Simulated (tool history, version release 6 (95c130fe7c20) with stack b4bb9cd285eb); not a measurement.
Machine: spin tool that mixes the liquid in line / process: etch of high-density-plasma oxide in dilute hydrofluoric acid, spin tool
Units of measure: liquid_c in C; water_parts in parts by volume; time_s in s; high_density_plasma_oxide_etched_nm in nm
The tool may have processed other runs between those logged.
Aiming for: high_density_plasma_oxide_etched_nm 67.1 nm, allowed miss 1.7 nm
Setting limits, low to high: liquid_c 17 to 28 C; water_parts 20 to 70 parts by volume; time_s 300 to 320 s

| run | hour | liquid_c | water_parts | time_s | high_density_plasma_oxide_etched_nm |
|---|---|---|---|---|---|
| 1 | 0 | 20 | 40 | 300 | 38.624 |
| 2 | 8.7 | 22.5 | 35 | 300 | 49.375 |
| 3 | 14.6 | 24.5 | 35 | 300 | 53.459 |
| 4 | 18.2 | 27.5 | 35 | 300 | 60.846 |
| 5 | 20 | 28 | 35 | 300 | 61.728 |
| 6 | 22.5 | 28 | 30 | 300 | 73.013 |
| 7 | 31.2 | 27.5 | 30 | 300 | 71.28 |
| 8 | 35.4 | 27 | 30 | 300 | 69.787 |
| 9 | 42.6 | 27 | 30 | 300 | 69.834 |

Which one of the following 5 next-run settings gets every result inside its allowed miss? There is exactly one.
| A | 49.8 | 26 | 30 | 300 | ? |
| B | 49.8 | 28 | 35 | 300 | ? |
| C | 49.8 | 27 | 35 | 320 | ? |
| D | 49.8 | 26.5 | 30 | 320 | ? |
| E | 49.8 | 24.5 | 30 | 300 | ? |

| move | high_density_plasma_oxide_etched_nm |
|---|---|
| A | 67.254 |
| B | 62.097 |
| C | 63.602 |
| D | 73.229 |
| E | 63.199 |
A: every result lands within tolerance
B: carries the result that was furthest off beyond its target, to the other side
C: carries the result that was furthest off beyond its target, to the other side
D: further off than the last run
E: carries the result that was furthest off beyond its target, to the other side
A is the move that brings every result within its allowed miss.
